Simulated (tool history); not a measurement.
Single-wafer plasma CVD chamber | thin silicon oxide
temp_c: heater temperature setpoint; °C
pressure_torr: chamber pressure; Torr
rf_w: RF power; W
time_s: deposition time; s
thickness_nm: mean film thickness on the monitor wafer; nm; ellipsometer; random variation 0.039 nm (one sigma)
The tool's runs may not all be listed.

run 1 hour=0.0 | temp_c=385 pressure_torr=0.693 rf_w=210 time_s=6.61 | thickness_nm=8.8006
run 2 hour=2.9 | temp_c=385 pressure_torr=0.635 rf_w=210 time_s=6.61 | thickness_nm=8.1518
run 3 hour=6.6 | temp_c=385 pressure_torr=0.588 rf_w=210 time_s=6.61 | thickness_nm=7.5033
run 4 hour=7.8 | temp_c=379 pressure_torr=0.588 rf_w=210 time_s=6.61 | thickness_nm=7.6116
run 5 hour=14.9 | temp_c=379 pressure_torr=0.558 rf_w=210 time_s=6.61 | thickness_nm=7.2308
run 6 hour=19.5 | temp_c=379 pressure_torr=0.538 rf_w=210 time_s=6.61 | thickness_nm=7.0288
run 7 hour=24.2 | temp_c=379 pressure_torr=0.523 rf_w=210 time_s=6.61 | thickness_nm=6.8270

Forecast run 8:
run 8 hour=30.3 | temp_c=379 pressure_torr=0.514 rf_w=210 time_s=6.61 | thickness_nm=?

Run 8 gave thickness_nm 6.6980 nm.
